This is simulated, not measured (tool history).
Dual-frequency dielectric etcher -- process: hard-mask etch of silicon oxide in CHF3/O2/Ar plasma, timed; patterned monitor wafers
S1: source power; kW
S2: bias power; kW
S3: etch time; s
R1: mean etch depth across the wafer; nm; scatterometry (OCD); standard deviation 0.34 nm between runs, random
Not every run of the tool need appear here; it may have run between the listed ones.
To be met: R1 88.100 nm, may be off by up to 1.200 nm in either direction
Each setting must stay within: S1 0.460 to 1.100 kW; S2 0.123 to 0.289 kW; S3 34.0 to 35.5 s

Run 1, hour 0.0: S1 0.780 kW, S2 0.206 kW, S3 34.0 s. Result: R1 81.772 nm.
Run 2, hour 1.1: S1 0.800 kW, S2 0.207 kW, S3 34.0 s. Result: R1 82.964 nm.
Run 3, hour 4.5: S1 0.810 kW, S2 0.207 kW, S3 34.0 s. Result: R1 82.838 nm.
Run 4, hour 7.1: S1 0.830 kW, S2 0.208 kW, S3 34.0 s. Result: R1 84.078 nm.
Run 5, hour 16.0: S1 0.840 kW, S2 0.208 kW, S3 34.0 s. Result: R1 84.181 nm.
Run 6, hour 22.7: S1 0.850 kW, S2 0.208 kW, S3 34.0 s. Result: R1 85.482 nm.
Run 7, hour 29.1: S1 0.860 kW, S2 0.208 kW, S3 34.0 s. Result: R1 85.434 nm.
Run 8, hour 33.7: S1 0.870 kW, S2 0.208 kW, S3 34.0 s. Result: R1 86.544 nm.

Consider the 4 candidate settings below. Which is the only one whose results all fall within their allowed miss of target?
Run A, hour 38.3: S1 0.860 kW, S2 0.199 kW, S3 35.5 s. Result: R1 ?.
Run B, hour 38.3: S1 0.910 kW, S2 0.213 kW, S3 35.0 s. Result: R1 ?.
Run C, hour 38.3: S1 0.910 kW, S2 0.225 kW, S3 34.0 s. Result: R1 ?.
Run D, hour 38.3: S1 0.920 kW, S2 0.213 kW, S3 34.5 s. Result: R1 ?.

move      R1
   A  87.456
   B  91.407
   C  90.940
   D  90.595
A: hits every target within its allowed miss
B: takes the biggest miss from the last run beyond its target
C: takes the biggest miss from the last run beyond its target
D: takes the biggest miss from the last run beyond its target
Correct choice: A, which meets every target
